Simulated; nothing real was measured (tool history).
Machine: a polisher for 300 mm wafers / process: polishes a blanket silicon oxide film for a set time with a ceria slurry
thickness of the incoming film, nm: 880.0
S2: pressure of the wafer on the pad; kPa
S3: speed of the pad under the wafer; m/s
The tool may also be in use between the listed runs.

Run 1, hour 0: flow of slurry (ml/min) 250, S2 22.8 kPa, S3 1.14 m/s, polishing time (s) 50. Result: film removed (angstrom) 2588.3.
Run 2, hour 7.3: flow of slurry (ml/min) 250, S2 23.4 kPa, S3 1.14 m/s, polishing time (s) 50. Result: film removed (angstrom) 2698.9.
Run 3, hour 15.5: flow of slurry (ml/min) 190, S2 23.4 kPa, S3 1.14 m/s, polishing time (s) 50. Result: film removed (angstrom) 2605.6.
Run 4, hour 22.7: flow of slurry (ml/min) 190, S2 23.4 kPa, S3 1.14 m/s, polishing time (s) 50. Result: film removed (angstrom) 2621.2.
Run 5, hour 25.8: flow of slurry (ml/min) 245, S2 23.4 kPa, S3 1.14 m/s, polishing time (s) 50. Result: film removed (angstrom) 2669.5.
Run 6, hour 31.8: flow of slurry (ml/min) 245, S2 24.1 kPa, S3 1.14 m/s, polishing time (s) 50. Result: film removed (angstrom) 2706.7.

The next listed run, before its measurement:
Run 7, hour 36: flow of slurry (ml/min) 245, S2 24.8 kPa, S3 1.14 m/s, polishing time (s) 50. Result: film removed (angstrom) ?.

{"run 7": {"film removed (angstrom)": 2769.8}}
